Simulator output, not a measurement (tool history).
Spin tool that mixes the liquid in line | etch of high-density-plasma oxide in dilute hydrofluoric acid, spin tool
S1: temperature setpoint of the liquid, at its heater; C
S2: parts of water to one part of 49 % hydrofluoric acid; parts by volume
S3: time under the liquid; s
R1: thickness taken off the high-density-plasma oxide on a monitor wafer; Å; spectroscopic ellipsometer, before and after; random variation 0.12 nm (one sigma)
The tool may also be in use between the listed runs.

run	hour	S1	S2	S3	R1
1	0.0	26.0	120	285	126.87
2	2.7	26.0	120	310	136.02
3	8.4	26.0	120	285	126.96
4	16.6	24.0	120	285	115.50
5	23.1	24.0	120	310	128.16
6	24.1	25.0	120	310	131.34
7	25.1	26.0	120	310	138.26
8	32.5	26.5	120	310	139.02

The next listed run, before its measurement:
9	38.3	27.0	120	310	?

{"run 9": {"R1": 142.42}}
